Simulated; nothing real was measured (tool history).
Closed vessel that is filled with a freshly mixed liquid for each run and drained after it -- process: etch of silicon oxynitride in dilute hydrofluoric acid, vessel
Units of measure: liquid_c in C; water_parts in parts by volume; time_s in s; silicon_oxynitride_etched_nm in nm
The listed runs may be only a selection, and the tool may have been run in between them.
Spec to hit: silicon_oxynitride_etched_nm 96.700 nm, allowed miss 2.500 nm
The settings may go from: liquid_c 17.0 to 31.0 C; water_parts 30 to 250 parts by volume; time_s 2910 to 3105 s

Run 1, hour 0.0: liquid_c 23.0 C, water_parts 140 parts by volume, time_s 2910 s. Result: silicon_oxynitride_etched_nm 81.049 nm.
Run 2, hour 6.4: liquid_c 23.0 C, water_parts 105 parts by volume, time_s 2910 s. Result: silicon_oxynitride_etched_nm 111.690 nm.
Run 3, hour 12.3: liquid_c 23.0 C, water_parts 105 parts by volume, time_s 2910 s. Result: silicon_oxynitride_etched_nm 112.500 nm.
Run 4, hour 15.3: liquid_c 22.5 C, water_parts 105 parts by volume, time_s 2910 s. Result: silicon_oxynitride_etched_nm 107.900 nm.
Run 5, hour 18.0: liquid_c 22.0 C, water_parts 105 parts by volume, time_s 2910 s. Result: silicon_oxynitride_etched_nm 106.300 nm.
Run 6, hour 19.1: liquid_c 25.5 C, water_parts 105 parts by volume, time_s 2910 s. Result: silicon_oxynitride_etched_nm 125.680 nm.
Run 7, hour 21.0: liquid_c 24.5 C, water_parts 105 parts by volume, time_s 2910 s. Result: silicon_oxynitride_etched_nm 119.210 nm.
Run 8, hour 23.1: liquid_c 23.5 C, water_parts 105 parts by volume, time_s 2910 s. Result: silicon_oxynitride_etched_nm 114.080 nm.
Run 9, hour 25.4: liquid_c 19.5 C, water_parts 105 parts by volume, time_s 2910 s. Result: silicon_oxynitride_etched_nm 94.026 nm.

5 candidate next runs follow, results not yet known. Just one meets every target within its allowed miss. Identify it.
Run A, hour 27.7: liquid_c 21.5 C, water_parts 120 parts by volume, time_s 2910 s. Result: silicon_oxynitride_etched_nm ?.
Run B, hour 27.7: liquid_c 20.0 C, water_parts 115 parts by volume, time_s 2995 s. Result: silicon_oxynitride_etched_nm ?.
Run C, hour 27.7: liquid_c 19.5 C, water_parts 105 parts by volume, time_s 3035 s. Result: silicon_oxynitride_etched_nm ?.
Run D, hour 27.7: liquid_c 18.0 C, water_parts 105 parts by volume, time_s 2995 s. Result: silicon_oxynitride_etched_nm ?.
Run E, hour 27.7: liquid_c 17.5 C, water_parts 105 parts by volume, time_s 3075 s. Result: silicon_oxynitride_etched_nm ?.

move  silicon_oxynitride_etched_nm
   A                        89.272
   B                        89.523
   C                        97.656
   D                        89.498
   E                        89.631
A: moves away from the targets compared with the last run
B: moves away from the targets compared with the last run
C: all results in spec
D: moves away from the targets compared with the last run
E: moves away from the targets compared with the last run
The right move is C.
